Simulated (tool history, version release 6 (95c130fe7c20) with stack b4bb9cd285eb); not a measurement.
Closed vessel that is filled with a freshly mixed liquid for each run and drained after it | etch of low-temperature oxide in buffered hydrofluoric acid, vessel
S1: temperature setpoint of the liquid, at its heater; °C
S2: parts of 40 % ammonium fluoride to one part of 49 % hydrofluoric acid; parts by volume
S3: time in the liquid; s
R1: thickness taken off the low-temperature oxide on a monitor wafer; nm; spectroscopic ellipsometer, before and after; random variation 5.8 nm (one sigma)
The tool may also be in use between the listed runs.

run,hour,S1,S2,S3,R1
1,0,21,18.5,100,274.28
2,3.2,22.5,16.5,100,335.75
3,8.8,23.5,15,100,379.42
4,17.3,21,15,100,334.63
5,20.9,21,19,100,273.58
6,27.7,22.5,17,100,321.13
7,32.2,23.5,15.5,100,370.82
# hour 39: hydrofluoric acid flow meter replaced
8,39,27.5,9.5,100,818.06

Run 9 comes next. What will it give?
9,40,26.5,9.5,100,?

{"run 9": {"R1": 785.82}}
